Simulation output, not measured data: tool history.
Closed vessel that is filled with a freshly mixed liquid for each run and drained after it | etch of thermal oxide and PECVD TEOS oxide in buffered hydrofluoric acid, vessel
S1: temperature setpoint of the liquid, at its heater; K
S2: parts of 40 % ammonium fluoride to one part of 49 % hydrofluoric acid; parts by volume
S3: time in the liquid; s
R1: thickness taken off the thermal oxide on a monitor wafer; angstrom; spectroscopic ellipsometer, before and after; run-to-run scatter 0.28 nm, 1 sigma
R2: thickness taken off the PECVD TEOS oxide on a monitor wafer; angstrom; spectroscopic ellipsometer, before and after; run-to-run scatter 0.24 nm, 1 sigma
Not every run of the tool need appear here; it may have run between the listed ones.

run,hour,S1,S2,S3,R1,R2
1,0,298.15,13.5,60,512.97,574.76
2,8.6,297.15,13.5,60,486.21,541.86
3,10.1,297.15,13.5,40,324.15,362.04
4,12.1,297.15,15,40,295,325.54
5,15.2,297.15,15,30,219.73,245.32
6,24.1,297.15,15,30,221.94,246.43
7,31.6,299.15,14,30,261.22,291.45
8,34.6,300.65,13,30,308.65,338.95
9,35.6,301.65,12.5,30,332.32,373.49
10,39.4,302.65,12,30,371.17,406.63

Predict the results of run 11:
11,48.4,303.15,12,30,?,?

R1: 371.51 angstrom
R2: 419.97 angstrom

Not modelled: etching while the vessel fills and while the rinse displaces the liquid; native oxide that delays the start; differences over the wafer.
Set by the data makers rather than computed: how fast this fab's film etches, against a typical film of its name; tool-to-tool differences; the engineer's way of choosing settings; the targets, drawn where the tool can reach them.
